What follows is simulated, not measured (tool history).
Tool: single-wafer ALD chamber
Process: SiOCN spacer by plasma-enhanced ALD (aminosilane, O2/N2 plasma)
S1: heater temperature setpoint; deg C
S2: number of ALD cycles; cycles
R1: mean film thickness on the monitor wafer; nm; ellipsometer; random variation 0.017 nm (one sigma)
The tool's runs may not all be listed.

run,hour,S1,S2,R1
1,0.0,385,87,4.8422
2,4.2,376,87,4.8658
3,12.0,376,76,4.2499
4,17.5,384,76,4.2338
5,21.6,384,65,3.6311
6,23.4,376,65,3.6620
7,26.5,376,69,3.8636
8,28.5,376,69,3.8761
9,34.7,376,73,4.0821

The next listed run, before its measurement:
# hour 37.0: thermocouple changed; heater temperature recalibrated
10,37.0,376,87,?

R1: 4.8482 nm

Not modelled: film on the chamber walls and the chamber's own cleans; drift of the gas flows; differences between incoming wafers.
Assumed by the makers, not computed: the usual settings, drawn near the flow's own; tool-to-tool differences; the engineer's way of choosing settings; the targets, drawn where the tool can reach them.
